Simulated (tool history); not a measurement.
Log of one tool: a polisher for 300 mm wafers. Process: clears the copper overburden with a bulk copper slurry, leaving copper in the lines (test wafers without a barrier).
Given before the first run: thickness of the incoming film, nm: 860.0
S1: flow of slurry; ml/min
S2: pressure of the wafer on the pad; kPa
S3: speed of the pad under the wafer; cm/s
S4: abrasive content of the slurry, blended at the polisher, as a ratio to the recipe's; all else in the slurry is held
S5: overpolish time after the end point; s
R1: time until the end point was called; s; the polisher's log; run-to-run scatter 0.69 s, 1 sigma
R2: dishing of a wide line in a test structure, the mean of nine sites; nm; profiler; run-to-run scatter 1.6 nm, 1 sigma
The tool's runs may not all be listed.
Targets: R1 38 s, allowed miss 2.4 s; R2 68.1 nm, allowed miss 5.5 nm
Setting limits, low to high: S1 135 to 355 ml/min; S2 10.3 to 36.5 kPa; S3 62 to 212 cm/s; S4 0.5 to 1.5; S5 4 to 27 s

| run | day | S1 | S2 | S3 | S4 | S5 | R1 | R2 |
|---|---|---|---|---|---|---|---|---|
| 1 | 0 | 225 | 23.4 | 136 | 1 | 14 | 58.059 | 62.444 |
| 2 | 0.225 | 225 | 23.4 | 136 | 1 | 12 | 58.76 | 58.601 |
| 3 | 0.379 | 225 | 17.9 | 136 | 1 | 12 | 74.872 | 50.079 |
| 4 | 0.442 | 225 | 19.3 | 138 | 1 | 12 | 69.813 | 55.07 |
| 5 | 0.538 | 225 | 19.3 | 138 | 1.2 | 12 | 66.412 | 53.868 |
| 6 | 0.9 | 225 | 20.7 | 140 | 1.2 | 12 | 62.993 | 55.976 |
| 7 | 0.962 | 225 | 22.1 | 142 | 1.2 | 12 | 57.719 | 60.93 |
| 8 | 1.188 | 225 | 22.8 | 144 | 1.2 | 11 | 54.924 | 59.499 |
| 9 | 1.317 | 225 | 23.4 | 144 | 1.2 | 11 | 54.779 | 58.909 |
| 10 | 1.625 | 225 | 24.1 | 144 | 1.2 | 11 | 53.679 | 58.615 |
| 11 | 1.871 | 225 | 24.8 | 144 | 1.2 | 11 | 52.046 | 59.971 |
| 12 | 2.008 | 225 | 25.5 | 144 | 1.2 | 11 | 50.483 | 59.928 |
| 13 | 2.246 | 225 | 26.2 | 144 | 1.2 | 11 | 48.195 | 62.72 |

Below are 5 possible settings for the next run. Only one of them brings all results inside the allowed miss of their targets. Which is it?
| A | 2.483 | 175 | 25.5 | 116 | 1.35 | 18 | ? | ? |
| B | 2.483 | 265 | 29.6 | 158 | 1.4 | 18 | ? | ? |
| C | 2.483 | 195 | 24.8 | 112 | 1.2 | 14 | ? | ? |
| D | 2.483 | 170 | 26.2 | 114 | 1.25 | 20 | ? | ? |
| E | 2.483 | 225 | 26.9 | 120 | 1.1 | 14 | ? | ? |

| move | R1 | R2 |
|---|---|---|
| A | 60.482 | 63.046 |
| B | 38.522 | 67.703 |
| C | 64.036 | 58.716 |
| D | 60.734 | 64.273 |
| E | 55.921 | 61.495 |
A: moves away from the targets compared with the last run
B: meets every target
C: moves away from the targets compared with the last run
D: moves away from the targets compared with the last run
E: moves away from the targets compared with the last run
Go with B: it meets all targets.
